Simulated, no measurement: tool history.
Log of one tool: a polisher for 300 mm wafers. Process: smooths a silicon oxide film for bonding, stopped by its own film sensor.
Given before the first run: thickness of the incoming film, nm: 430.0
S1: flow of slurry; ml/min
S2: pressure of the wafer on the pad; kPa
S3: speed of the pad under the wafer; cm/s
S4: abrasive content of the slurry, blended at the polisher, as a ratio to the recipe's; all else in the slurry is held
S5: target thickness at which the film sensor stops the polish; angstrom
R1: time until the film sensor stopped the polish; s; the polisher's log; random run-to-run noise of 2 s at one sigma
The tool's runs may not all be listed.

run	hour	S1	S2	S3	S4	S5	R1
1	0.0	145	11.0	98	1.00	3860	66.591
2	1.1	145	10.3	96	1.00	3860	73.347
3	4.6	175	10.3	96	1.00	3860	69.469
4	9.7	175	13.1	96	1.00	3860	56.610
5	16.0	175	13.1	96	0.85	3860	59.011
6	16.6	175	13.1	96	0.70	3860	61.443

What does the tool deliver on the next run?
7	21.0	175	11.7	94	0.70	3860	?

{"run 7": {"R1": 70.416}}
